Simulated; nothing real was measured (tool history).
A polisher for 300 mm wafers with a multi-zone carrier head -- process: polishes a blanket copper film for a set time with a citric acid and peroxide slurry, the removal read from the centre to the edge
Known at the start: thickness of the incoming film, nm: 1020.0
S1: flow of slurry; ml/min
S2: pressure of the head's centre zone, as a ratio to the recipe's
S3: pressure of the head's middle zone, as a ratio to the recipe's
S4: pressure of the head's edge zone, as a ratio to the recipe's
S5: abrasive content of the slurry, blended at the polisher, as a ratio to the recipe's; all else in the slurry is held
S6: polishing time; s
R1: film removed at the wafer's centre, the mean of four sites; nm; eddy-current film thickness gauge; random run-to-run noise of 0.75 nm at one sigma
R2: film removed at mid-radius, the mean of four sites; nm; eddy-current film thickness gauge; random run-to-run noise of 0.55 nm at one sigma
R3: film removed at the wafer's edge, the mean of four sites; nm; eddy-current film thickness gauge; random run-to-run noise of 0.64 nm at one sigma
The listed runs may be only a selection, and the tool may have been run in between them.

run,hour,S1,S2,S3,S4,S5,S6,R1,R2,R3
1,0,160,1,1,1,1,31,84.955,81.45,85.85
2,8.3,160,1,1,1,0.85,31,81.886,79.742,80.263
3,14.3,160,1,1,1.05,0.85,31,79.718,79.13,81.624
4,15.1,160,1.05,1,1.05,0.85,31,84.216,79.972,83.68
5,22.5,150,1.01,0.97,1.02,0.75,31,77.789,73.904,77.258
6,26.8,150,1.01,0.92,1.02,0.75,31,77.707,70.167,78.131
7,31.2,140,0.98,0.92,0.99,0.7,31,73.608,69.968,75.032
8,34.1,135,0.97,0.91,0.96,0.65,31,69.833,66.881,73.282

Run 9 comes next. What will it give?
9,36.8,140,1.02,1.01,0.86,0.5,28,?,?,?

{"run 9": {"R1": 62.05, "R2": 59.677, "R3": 57.377}}
